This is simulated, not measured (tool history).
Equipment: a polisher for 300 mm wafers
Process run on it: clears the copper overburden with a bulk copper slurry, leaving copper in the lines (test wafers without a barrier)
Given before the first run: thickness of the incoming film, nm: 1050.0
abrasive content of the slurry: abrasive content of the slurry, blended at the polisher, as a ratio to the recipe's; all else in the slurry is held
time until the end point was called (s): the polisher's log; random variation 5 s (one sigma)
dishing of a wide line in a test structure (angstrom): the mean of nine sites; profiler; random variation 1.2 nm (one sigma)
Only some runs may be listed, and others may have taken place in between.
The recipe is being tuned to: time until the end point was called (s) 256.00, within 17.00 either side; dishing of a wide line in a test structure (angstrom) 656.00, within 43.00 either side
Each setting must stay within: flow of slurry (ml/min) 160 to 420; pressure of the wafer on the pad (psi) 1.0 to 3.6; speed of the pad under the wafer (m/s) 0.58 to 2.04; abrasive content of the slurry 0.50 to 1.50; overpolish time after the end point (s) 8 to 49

run	day	flow of slurry (ml/min)	pressure of the wafer on the pad (psi)	speed of the pad under the wafer (m/s)	abrasive content of the slurry	overpolish time after the end point (s)	time until the end point was called (s)	dishing of a wide line in a test structure (angstrom)
1	0.000	270	2.3	1.30	1.00	25	143.55	1072.20
2	0.200	270	2.2	1.30	1.00	25	141.04	1034.70
3	0.346	270	2.2	1.30	1.10	25	138.01	1054.70
4	0.383	270	2.2	1.30	1.10	32	135.54	1200.10
5	0.658	270	2.2	1.30	0.95	32	143.05	1217.90
6	0.762	230	2.2	1.30	0.95	32	145.86	1178.20
7	1.125	225	1.6	1.16	0.95	25	192.71	797.06
8	1.362	225	1.5	1.14	0.95	25	199.38	765.52
9	1.417	225	1.4	1.12	0.95	25	211.67	750.57
10	1.462	225	1.4	1.10	0.95	25	211.11	732.56
11	1.633	225	1.4	1.08	0.95	25	215.53	735.68
12	1.746	225	1.4	1.06	0.95	25	228.69	696.18

Consider the 4 candidate settings below. Which is the only one whose results all fall within their allowed miss of target?
A	1.858	175	1.2	1.04	0.95	19	?	?
B	1.858	240	1.4	1.18	1.05	24	?	?
C	1.858	190	1.8	0.98	0.95	20	?	?
D	1.858	200	1.5	0.94	0.85	24	?	?

move	time until the end point was called (s)	dishing of a wide line in a test structure (angstrom)
A	256.31	537.29
B	197.48	784.66
C	219.80	644.99
D	256.97	650.86
A: brings the result that was furthest off to its target, and leaves another outside
B: lands further from the targets than the last run did
C: lands further from the targets than the last run did
D: in spec on every target
The move that meets every target is D.

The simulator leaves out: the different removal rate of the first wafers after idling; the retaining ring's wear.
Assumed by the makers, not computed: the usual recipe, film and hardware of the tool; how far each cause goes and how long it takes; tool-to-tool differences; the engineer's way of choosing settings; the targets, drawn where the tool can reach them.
